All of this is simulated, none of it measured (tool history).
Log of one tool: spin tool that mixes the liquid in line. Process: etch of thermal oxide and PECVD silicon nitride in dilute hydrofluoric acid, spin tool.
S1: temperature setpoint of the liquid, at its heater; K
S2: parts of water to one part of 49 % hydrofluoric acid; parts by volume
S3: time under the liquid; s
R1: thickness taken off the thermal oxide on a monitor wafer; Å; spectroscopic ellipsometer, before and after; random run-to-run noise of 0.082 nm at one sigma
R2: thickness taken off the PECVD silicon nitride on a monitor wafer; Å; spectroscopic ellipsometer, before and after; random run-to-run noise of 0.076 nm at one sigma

run	day	S1	S2	S3	R1	R2
1	0.000	298.15	100	165	82.326	42.204
2	0.250	299.15	85	165	102.160	52.680
3	0.575	299.65	75	160	116.710	58.766
4	0.904	300.65	70	155	125.730	65.174
5	1.162	301.15	65	155	139.620	72.155
6	1.517	301.15	60	155	153.000	79.050
7	1.579	301.15	55	155	168.940	86.372
8	1.633	301.15	60	155	151.740	78.815
9	1.967	301.15	55	155	169.040	84.632
10	2.204	301.15	60	155	152.390	78.349

What does the tool deliver on the next run?
11	2.500	301.65	55	155	?	?

{"run 11": {"R1": 171.73, "R2": 87.709}}
